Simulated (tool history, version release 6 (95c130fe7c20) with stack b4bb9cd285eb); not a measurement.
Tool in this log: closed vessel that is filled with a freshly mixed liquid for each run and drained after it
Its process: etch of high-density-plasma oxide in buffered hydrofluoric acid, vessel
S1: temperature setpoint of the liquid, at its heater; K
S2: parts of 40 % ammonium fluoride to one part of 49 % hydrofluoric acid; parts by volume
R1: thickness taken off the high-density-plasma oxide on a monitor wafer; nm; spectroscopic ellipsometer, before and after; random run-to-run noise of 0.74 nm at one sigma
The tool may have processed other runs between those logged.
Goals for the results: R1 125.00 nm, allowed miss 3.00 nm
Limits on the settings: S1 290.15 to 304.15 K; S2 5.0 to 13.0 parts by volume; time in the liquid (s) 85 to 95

run 1 hour=0.0 | S1=296.15 S2=8.0 time_in_the_liquid_(s)=85 | R1=209.95
run 2 hour=1.3 | S1=294.65 S2=8.5 time_in_the_liquid_(s)=85 | R1=181.31
run 3 hour=9.7 | S1=294.65 S2=10.0 time_in_the_liquid_(s)=85 | R1=157.90
run 4 hour=15.0 | S1=293.65 S2=10.0 time_in_the_liquid_(s)=85 | R1=149.62
run 5 hour=18.2 | S1=293.65 S2=8.5 time_in_the_liquid_(s)=85 | R1=171.87
run 6 hour=27.1 | S1=293.65 S2=8.5 time_in_the_liquid_(s)=85 | R1=169.64
run 7 hour=34.6 | S1=292.65 S2=8.5 time_in_the_liquid_(s)=85 | R1=161.00
run 8 hour=40.5 | S1=292.65 S2=8.5 time_in_the_liquid_(s)=85 | R1=160.03
run 9 hour=44.8 | S1=292.15 S2=8.5 time_in_the_liquid_(s)=85 | R1=157.11
run 10 hour=49.2 | S1=291.65 S2=9.0 time_in_the_liquid_(s)=85 | R1=143.81

Of the 5 settings listed for the next run, only one would bring every result within its allowed miss of target. Which one?
run A hour=53.6 | S1=291.15 S2=10.5 time_in_the_liquid_(s)=85 | R1=?
run B hour=53.6 | S1=295.15 S2=9.5 time_in_the_liquid_(s)=90 | R1=?
run C hour=53.6 | S1=292.15 S2=10.5 time_in_the_liquid_(s)=85 | R1=?
run D hour=53.6 | S1=292.15 S2=7.5 time_in_the_liquid_(s)=85 | R1=?
run E hour=53.6 | S1=291.65 S2=10.0 time_in_the_liquid_(s)=85 | R1=?

move=A R1=123.50
move=B R1=177.19
move=C R1=130.69
move=D R1=178.47
move=E R1=133.23
A: all results in spec
B: further off than the last run
C: nearer than the last run, and not there yet
D: further off than the last run
E: nearer than the last run, and not there yet
The move that meets every target is A.

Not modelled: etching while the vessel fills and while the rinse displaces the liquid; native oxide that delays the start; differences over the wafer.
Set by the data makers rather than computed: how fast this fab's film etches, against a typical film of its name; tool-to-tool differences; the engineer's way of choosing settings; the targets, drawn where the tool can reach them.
